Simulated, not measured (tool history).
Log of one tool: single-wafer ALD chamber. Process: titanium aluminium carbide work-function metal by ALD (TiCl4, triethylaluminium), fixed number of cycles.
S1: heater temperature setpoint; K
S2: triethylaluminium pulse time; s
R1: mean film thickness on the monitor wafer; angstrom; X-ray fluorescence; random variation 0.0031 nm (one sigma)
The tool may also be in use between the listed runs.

run 1 hour=0.0 | S1=588.15 S2=9.98 | R1=23.0890
run 2 hour=4.8 | S1=582.15 S2=8.44 | R1=21.5780
run 3 hour=13.4 | S1=578.15 S2=7.27 | R1=19.9910
run 4 hour=17.1 | S1=572.15 S2=7.27 | R1=19.4600
run 5 hour=23.2 | S1=566.15 S2=7.27 | R1=18.9450
run 6 hour=25.7 | S1=566.15 S2=6.39 | R1=17.3030
run 7 hour=27.0 | S1=566.15 S2=6.39 | R1=17.4250
run 8 hour=33.4 | S1=566.15 S2=5.72 | R1=15.4890
run 9 hour=35.8 | S1=564.15 S2=3.59 | R1=2.7531
run 10 hour=39.0 | S1=564.15 S2=4.13 | R1=7.3510
run 11 hour=45.5 | S1=564.15 S2=4.39 | R1=9.1593
run 12 hour=46.7 | S1=564.15 S2=4.51 | R1=9.8867
run 13 hour=48.4 | S1=564.15 S2=4.58 | R1=10.3090
run 14 hour=49.8 | S1=564.15 S2=4.62 | R1=10.5610
run 15 hour=53.4 | S1=564.15 S2=4.65 | R1=10.7510
run 16 hour=54.3 | S1=568.15 S2=5.35 | R1=14.3310

Run 17 comes next. What will it give?
run 17 hour=58.4 | S1=567.15 S2=5.15 | R1=?

{"run 17": {"R1": 13.37}}
